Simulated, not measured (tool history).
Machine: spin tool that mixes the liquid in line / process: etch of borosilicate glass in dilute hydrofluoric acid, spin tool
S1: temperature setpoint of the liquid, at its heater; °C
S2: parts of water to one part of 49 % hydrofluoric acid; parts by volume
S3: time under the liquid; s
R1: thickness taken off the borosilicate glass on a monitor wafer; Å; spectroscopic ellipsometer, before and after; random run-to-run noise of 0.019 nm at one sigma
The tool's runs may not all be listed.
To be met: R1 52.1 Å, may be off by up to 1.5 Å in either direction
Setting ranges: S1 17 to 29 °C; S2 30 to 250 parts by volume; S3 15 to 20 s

run	day	S1	S2	S3	R1
1	0	21	140	20	38.033
2	0.029	22	140	20	39.676
3	0.396	23	140	20	41.226
4	0.729	20	140	20	36.391
5	1.025	21	140	20	37.974
6	1.233	22	140	20	39.469
7	1.492	23	140	20	41.035
8	1.662	23	140	20	41.373
9	1.721	27	135	20	49.749

Exactly one of the 4 candidate moves below puts every result within its allowed miss. Which one?
A	1.779	29	155	20	?
B	1.779	29	150	20	?
C	1.779	23	115	20	?
D	1.779	27	125	20	?

move	R1
A	45.829
B	47.66
C	51.679
D	54.826
A: its largest miss is bigger than the last run's
B: its largest miss is bigger than the last run's
C: hits every target within its allowed miss
D: takes the biggest miss from the last run beyond its target
Move C is the one to make.
